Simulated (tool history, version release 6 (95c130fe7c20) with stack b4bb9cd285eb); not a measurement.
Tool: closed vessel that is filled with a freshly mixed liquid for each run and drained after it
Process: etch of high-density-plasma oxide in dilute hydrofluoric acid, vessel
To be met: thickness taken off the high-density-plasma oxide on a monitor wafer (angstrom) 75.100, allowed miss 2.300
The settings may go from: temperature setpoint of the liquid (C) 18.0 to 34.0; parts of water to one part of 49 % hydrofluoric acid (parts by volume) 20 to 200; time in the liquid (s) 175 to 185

| run | hour | temperature setpoint of the liquid (C) | parts of water to one part of 49 % hydrofluoric acid (parts by volume) | time in the liquid (s) | thickness taken off the high-density-plasma oxide on a monitor wafer (angstrom) |
|---|---|---|---|---|---|
| 1 | 0.0 | 26.0 | 110 | 175 | 87.293 |
| 2 | 1.0 | 25.0 | 110 | 175 | 82.154 |
| 3 | 9.9 | 24.5 | 110 | 175 | 81.441 |
| 4 | 12.4 | 24.0 | 110 | 175 | 80.479 |
| 5 | 21.2 | 24.0 | 110 | 185 | 84.849 |
| 6 | 29.9 | 23.5 | 110 | 185 | 82.550 |
| 7 | 34.1 | 23.0 | 110 | 185 | 81.975 |
| 8 | 40.9 | 22.5 | 110 | 185 | 78.500 |
| 9 | 41.7 | 22.0 | 110 | 185 | 78.519 |

Which of these 4 next moves meets every target?
| A | 42.5 | 24.5 | 110 | 180 | ? |
| B | 42.5 | 21.0 | 95 | 175 | ? |
| C | 42.5 | 23.0 | 115 | 180 | ? |
| D | 42.5 | 19.0 | 95 | 185 | ? |

| move | thickness taken off the high-density-plasma oxide on a monitor wafer (angstrom) |
|---|---|
| A | 84.529 |
| B | 84.214 |
| C | 75.765 |
| D | 81.984 |
A: further off than the last run
B: further off than the last run
C: meets every target
D: further off than the last run
Move C is the one to make.
